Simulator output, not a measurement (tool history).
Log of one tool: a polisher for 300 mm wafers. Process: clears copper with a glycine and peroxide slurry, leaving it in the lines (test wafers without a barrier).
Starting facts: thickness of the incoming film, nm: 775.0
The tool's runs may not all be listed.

run    day  flow of slurry (ml/min)  pressure of the wafer on the pad (psi)  speed of the pad under the wafer (cm/s)  overpolish time after the end point (s)  time until the end point was called (s)  dishing of a wide line in a test structure (nm)
  1      0                      170                                     3.2                                       90                                       27                                   153.44                                            76.19
  2  0.308                      170                                     3.2                                       90                                       28                                   151.99                                           78.199
  3  0.608                      170                                     3.2                                       72                                       28                                   184.41                                            70.33
  4  0.767                      170                                     3.2                                       72                                       29                                   183.77                                           71.752
  5  1.075                      135                                     3.2                                       72                                       29                                   190.88                                           70.904
  6  1.346                      135                                     3.2                                       72                                       20                                   192.33                                            55.68
  7  1.642                      140                                     3.2                                       72                                       22                                   188.11                                           58.381
  8  1.962                      145                                     3.2                                       72                                       24                                   188.35                                           63.842
  9  2.233                      145                                     3.2                                       72                                       25                                    187.5                                           64.469

For run 10, what comes out?
 10  2.404                      145                                     3.2                                       72                                       26                                        ?                                                ?

time until the end point was called (s): 189.94
dishing of a wide line in a test structure (nm): 67.17

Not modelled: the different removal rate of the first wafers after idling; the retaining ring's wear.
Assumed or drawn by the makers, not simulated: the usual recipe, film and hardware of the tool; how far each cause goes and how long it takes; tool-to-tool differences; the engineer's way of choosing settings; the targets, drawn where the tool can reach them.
